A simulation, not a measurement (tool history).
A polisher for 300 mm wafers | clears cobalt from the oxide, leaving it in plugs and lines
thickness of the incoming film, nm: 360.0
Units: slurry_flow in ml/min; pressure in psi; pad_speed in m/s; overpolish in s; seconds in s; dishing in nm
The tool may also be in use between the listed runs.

run	hour	slurry_flow	pressure	pad_speed	overpolish	seconds	dishing
1	0.0	220	1.5	1.20	12	71.081	41.623
2	6.4	220	1.5	1.46	12	57.048	45.877
3	12.0	220	1.5	1.76	12	47.844	52.391
4	15.9	220	1.5	1.54	12	55.431	48.530
5	17.3	250	1.5	1.54	12	54.434	48.807
6	23.8	250	1.5	1.54	14	53.756	53.724
7	24.8	250	1.4	1.52	13	58.943	50.198
8	31.5	235	1.4	1.42	12	62.527	46.098
9	34.3	295	1.0	1.24	6	88.735	20.569
10	37.4	285	0.9	1.24	6	97.144	19.817
11	41.1	265	0.8	1.24	4	103.490	12.089
12	46.9	270	0.8	1.24	4	105.530	11.821
13	51.8	275	0.8	1.24	4	106.860	12.376
14	54.2	290	0.8	1.24	10	105.110	27.378
15	58.9	280	0.8	1.24	10	104.550	26.684
16	61.8	220	0.8	1.24	4	107.740	12.347

Run 17 comes next. What will it give?
17	69.1	230	0.9	1.22	6	?	?

seconds: 98.836 s
dishing: 18.876 nm

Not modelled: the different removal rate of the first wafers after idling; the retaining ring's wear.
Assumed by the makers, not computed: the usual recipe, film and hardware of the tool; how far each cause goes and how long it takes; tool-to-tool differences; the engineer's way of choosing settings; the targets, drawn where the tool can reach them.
